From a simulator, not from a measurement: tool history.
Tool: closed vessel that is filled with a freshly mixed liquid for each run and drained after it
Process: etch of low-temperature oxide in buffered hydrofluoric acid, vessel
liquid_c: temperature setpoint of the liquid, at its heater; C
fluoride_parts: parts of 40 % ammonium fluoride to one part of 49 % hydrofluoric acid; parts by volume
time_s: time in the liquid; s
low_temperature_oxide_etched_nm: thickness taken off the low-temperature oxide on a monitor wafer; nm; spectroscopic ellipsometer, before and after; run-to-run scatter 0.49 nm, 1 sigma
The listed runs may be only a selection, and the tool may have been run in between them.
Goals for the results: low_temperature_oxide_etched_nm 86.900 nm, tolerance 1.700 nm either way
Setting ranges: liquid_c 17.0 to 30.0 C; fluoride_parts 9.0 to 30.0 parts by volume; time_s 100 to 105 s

run,hour,liquid_c,fluoride_parts,time_s,low_temperature_oxide_etched_nm
1,0.0,22.0,24.0,100,107.290
2,1.2,21.5,24.0,100,103.960
3,9.8,24.0,24.0,100,119.930
4,14.8,24.0,24.0,105,126.650
5,16.1,23.5,24.0,105,123.990
6,19.7,23.5,30.0,105,106.080
7,28.6,23.0,30.0,105,102.080
8,29.4,22.5,30.0,105,98.851
9,34.1,21.0,30.0,105,91.101

Exactly one of the 4 candidate moves below puts every result within its allowed miss. Which one?
A,38.8,22.0,28.5,100,?
B,38.8,19.0,25.5,100,?
C,38.8,19.5,24.0,105,?
D,38.8,22.0,29.5,105,?

move,low_temperature_oxide_etched_nm
A,95.243
B,86.910
C,97.891
D,97.654
A: misses by more than the last run did
B: every result lands within tolerance
C: misses by more than the last run did
D: misses by more than the last run did
So the answer is move B, the one that meets all the targets.
